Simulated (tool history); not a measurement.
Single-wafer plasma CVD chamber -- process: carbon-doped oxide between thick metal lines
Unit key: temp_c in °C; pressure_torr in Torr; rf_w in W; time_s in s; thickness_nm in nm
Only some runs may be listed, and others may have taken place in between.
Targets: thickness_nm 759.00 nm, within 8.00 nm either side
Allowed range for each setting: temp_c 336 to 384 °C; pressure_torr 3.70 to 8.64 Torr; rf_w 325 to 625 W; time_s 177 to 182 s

run  hour  temp_c  pressure_torr  rf_w  time_s  thickness_nm
  1   0.0     360           6.17   475     177        847.08
  2   5.2     364           5.63   470     177        824.38
  3   9.4     354           5.63   470     177        839.20
  4  13.7     358           5.11   465     177        809.50
  5  22.3     358           5.64   465     177        826.08
  6  25.4     362           5.21   465     177        807.53
  7  27.1     365           4.95   465     177        795.71
  8  28.5     377           4.36   460     177        751.51

Which single option among these 4 for the next run brings every result within its allowed miss of target? Just one does.
  A  29.9     383           3.70   490     181             ?
  B  29.9     376           4.50   445     177             ?
  C  29.9     382           4.21   440     182             ?
  D  29.9     377           4.55   425     181             ?

move  thickness_nm
   A        761.44
   B        743.22
   C        740.84
   D        740.17
A: every result within its allowed miss
B: the biggest miss grows against the last run
C: the biggest miss grows against the last run
D: the biggest miss grows against the last run
Answer: A
